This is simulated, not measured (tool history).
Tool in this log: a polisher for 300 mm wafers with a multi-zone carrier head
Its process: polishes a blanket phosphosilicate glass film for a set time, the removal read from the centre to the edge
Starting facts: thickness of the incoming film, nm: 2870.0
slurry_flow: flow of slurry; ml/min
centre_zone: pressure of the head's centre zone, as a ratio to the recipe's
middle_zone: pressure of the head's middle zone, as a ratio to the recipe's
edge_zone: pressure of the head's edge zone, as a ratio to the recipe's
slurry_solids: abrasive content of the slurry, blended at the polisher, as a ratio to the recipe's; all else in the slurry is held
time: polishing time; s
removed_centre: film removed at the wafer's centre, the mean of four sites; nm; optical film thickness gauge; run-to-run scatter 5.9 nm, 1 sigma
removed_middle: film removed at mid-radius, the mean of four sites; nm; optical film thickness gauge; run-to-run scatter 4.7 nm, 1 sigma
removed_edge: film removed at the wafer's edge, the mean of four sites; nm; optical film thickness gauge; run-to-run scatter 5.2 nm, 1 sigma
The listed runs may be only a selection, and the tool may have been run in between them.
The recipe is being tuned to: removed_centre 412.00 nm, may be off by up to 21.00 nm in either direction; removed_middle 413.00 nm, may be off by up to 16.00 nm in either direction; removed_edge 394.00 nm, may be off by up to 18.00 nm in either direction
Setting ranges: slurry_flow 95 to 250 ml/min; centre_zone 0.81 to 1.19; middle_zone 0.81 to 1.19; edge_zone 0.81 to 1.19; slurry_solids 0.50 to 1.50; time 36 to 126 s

Run 1, hour 0.0: slurry_flow 160 ml/min, centre_zone 1.00, middle_zone 1.00, edge_zone 1.00, slurry_solids 1.00, time 81 s. Result: removed_centre 330.86 nm, removed_middle 326.25 nm, removed_edge 332.14 nm.
Run 2, hour 8.0: slurry_flow 160 ml/min, centre_zone 1.00, middle_zone 1.00, edge_zone 1.04, slurry_solids 1.00, time 81 s. Result: removed_centre 331.52 nm, removed_middle 328.34 nm, removed_edge 338.37 nm.
Run 3, hour 13.7: slurry_flow 160 ml/min, centre_zone 1.00, middle_zone 1.07, edge_zone 1.04, slurry_solids 1.00, time 81 s. Result: removed_centre 334.54 nm, removed_middle 350.40 nm, removed_edge 343.38 nm.
Run 4, hour 15.6: slurry_flow 170 ml/min, centre_zone 1.03, middle_zone 1.09, edge_zone 1.07, slurry_solids 1.05, time 81 s. Result: removed_centre 360.60 nm, removed_middle 367.39 nm, removed_edge 367.06 nm.
Run 5, hour 19.1: slurry_flow 170 ml/min, centre_zone 1.03, middle_zone 1.09, edge_zone 1.07, slurry_solids 0.95, time 81 s. Result: removed_centre 338.56 nm, removed_middle 339.93 nm, removed_edge 345.24 nm.
Run 6, hour 27.4: slurry_flow 170 ml/min, centre_zone 0.99, middle_zone 1.09, edge_zone 1.07, slurry_solids 0.95, time 81 s. Result: removed_centre 324.85 nm, removed_middle 345.18 nm, removed_edge 343.06 nm.
Run 7, hour 35.6: slurry_flow 180 ml/min, centre_zone 1.02, middle_zone 1.12, edge_zone 1.07, slurry_solids 1.00, time 81 s. Result: removed_centre 344.61 nm, removed_middle 371.95 nm, removed_edge 357.00 nm.
Run 8, hour 38.3: slurry_flow 185 ml/min, centre_zone 1.06, middle_zone 1.14, edge_zone 1.08, slurry_solids 1.05, time 81 s. Result: removed_centre 373.56 nm, removed_middle 383.75 nm, removed_edge 364.94 nm.
Run 9, hour 46.8: slurry_flow 190 ml/min, centre_zone 1.07, middle_zone 1.15, edge_zone 1.10, slurry_solids 1.05, time 81 s. Result: removed_centre 375.54 nm, removed_middle 393.74 nm, removed_edge 376.94 nm.
Run 10, hour 49.5: slurry_flow 195 ml/min, centre_zone 1.09, middle_zone 1.15, edge_zone 1.11, slurry_solids 1.05, time 81 s. Result: removed_centre 391.92 nm, removed_middle 396.03 nm, removed_edge 382.37 nm.

Exactly one of the 4 candidate moves below puts every result within its allowed miss. Which one?
Run A, hour 52.2: slurry_flow 200 ml/min, centre_zone 1.16, middle_zone 1.12, edge_zone 1.13, slurry_solids 1.15, time 88 s. Result: removed_centre ?, removed_middle ?, removed_edge ?.
Run B, hour 52.2: slurry_flow 240 ml/min, centre_zone 1.14, middle_zone 1.17, edge_zone 1.17, slurry_solids 0.90, time 89 s. Result: removed_centre ?, removed_middle ?, removed_edge ?.
Run C, hour 52.2: slurry_flow 205 ml/min, centre_zone 1.18, middle_zone 1.19, edge_zone 1.02, slurry_solids 0.95, time 94 s. Result: removed_centre ?, removed_middle ?, removed_edge ?.
Run D, hour 52.2: slurry_flow 175 ml/min, centre_zone 1.13, middle_zone 1.05, edge_zone 1.19, slurry_solids 0.95, time 98 s. Result: removed_centre ?, removed_middle ?, removed_edge ?.

move  removed_centre  removed_middle  removed_edge
   A          472.02          448.43        429.97
   B          414.10          414.35        386.83
   C          459.13          451.35        389.47
   D          444.83          411.94        431.59
A: the result that was furthest off in the last run now lies on the other side of its target
B: every result within its allowed miss
C: the result that was furthest off in the last run now lies on the other side of its target
D: meets the target for the result that was furthest off, but another lies outside its allowed miss
Answer: B
